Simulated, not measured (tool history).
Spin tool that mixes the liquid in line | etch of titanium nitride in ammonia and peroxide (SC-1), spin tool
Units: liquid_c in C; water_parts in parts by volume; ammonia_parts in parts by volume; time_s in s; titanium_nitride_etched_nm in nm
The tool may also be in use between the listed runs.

{"run": 1, "hour": 0.0, "liquid_c": 54, "water_parts": 28, "ammonia_parts": 0.9, "time_s": 260, "titanium_nitride_etched_nm": 12.542}
{"run": 2, "hour": 7.7, "liquid_c": 55, "water_parts": 28, "ammonia_parts": 0.9, "time_s": 260, "titanium_nitride_etched_nm": 13.475}
{"run": 3, "hour": 13.6, "liquid_c": 55, "water_parts": 28, "ammonia_parts": 0.9, "time_s": 275, "titanium_nitride_etched_nm": 14.27}
{"run": 4, "hour": 22.5, "liquid_c": 55, "water_parts": 28, "ammonia_parts": 1.05, "time_s": 275, "titanium_nitride_etched_nm": 14.759}
{"run": 5, "hour": 28.0, "liquid_c": 55.5, "water_parts": 28, "ammonia_parts": 1.05, "time_s": 275, "titanium_nitride_etched_nm": 15.188}
{"run": 6, "hour": 31.4, "liquid_c": 56, "water_parts": 28, "ammonia_parts": 1.05, "time_s": 275, "titanium_nitride_etched_nm": 15.751}
{"run": 7, "hour": 37.4, "liquid_c": 56.5, "water_parts": 28, "ammonia_parts": 1.05, "time_s": 275, "titanium_nitride_etched_nm": 16.257}

Run 8 comes next. What will it give?
{"hour": 44.6, "done": "new drum of ammonia solution connected"}
{"run": 8, "hour": 44.6, "liquid_c": 57, "water_parts": 28, "ammonia_parts": 1.05, "time_s": 275, "titanium_nitride_etched_nm": "?"}

Logged for run 8: titanium_nitride_etched_nm 17.007 nm.
